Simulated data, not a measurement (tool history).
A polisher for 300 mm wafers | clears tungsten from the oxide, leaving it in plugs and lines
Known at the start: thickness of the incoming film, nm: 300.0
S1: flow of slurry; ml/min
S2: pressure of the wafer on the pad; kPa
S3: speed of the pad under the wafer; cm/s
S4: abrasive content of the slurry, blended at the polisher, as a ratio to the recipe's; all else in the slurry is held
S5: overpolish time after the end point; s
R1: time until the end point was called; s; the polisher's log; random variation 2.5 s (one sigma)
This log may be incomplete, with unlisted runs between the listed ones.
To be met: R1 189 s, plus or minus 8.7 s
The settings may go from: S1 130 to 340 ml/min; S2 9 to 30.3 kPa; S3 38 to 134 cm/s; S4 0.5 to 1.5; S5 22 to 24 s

run,hour,S1,S2,S3,S4,S5,R1
1,0,220,19.3,86,1,22,119.17
2,8.4,220,18.6,86,1,22,121.04
3,9.5,220,17.9,86,1,22,127.46
4,12.6,220,17.2,86,1,22,131.07
5,14.7,220,17.2,86,0.85,22,132.22
6,21.3,170,17.2,86,0.85,22,139.26
7,22.3,170,16.5,86,0.85,22,138.12
8,29.4,170,15.9,86,0.85,22,147.64
9,33.4,170,15.2,86,0.85,22,149.89
10,36.5,170,14.5,86,0.85,22,156.06
11,42.2,170,13.8,86,0.85,22,164.51

5 candidate next runs follow, results not yet known. Just one meets every target within its allowed miss. Identify it.
A,47.9,130,14.5,94,0.8,24,?
B,47.9,135,11.7,100,0.85,22,?
C,47.9,150,11,80,0.9,22,?
D,47.9,190,10.3,78,0.85,24,?
E,47.9,180,12.4,78,0.95,22,?

move,R1
A,155.42
B,168.91
C,208.73
D,219.04
E,189.86
A: lands further from the targets than the last run did
B: better than the last run, though not everything is in spec
C: pushes the last run's worst result past its target
D: pushes the last run's worst result past its target
E: in spec on every target
The right move is E.

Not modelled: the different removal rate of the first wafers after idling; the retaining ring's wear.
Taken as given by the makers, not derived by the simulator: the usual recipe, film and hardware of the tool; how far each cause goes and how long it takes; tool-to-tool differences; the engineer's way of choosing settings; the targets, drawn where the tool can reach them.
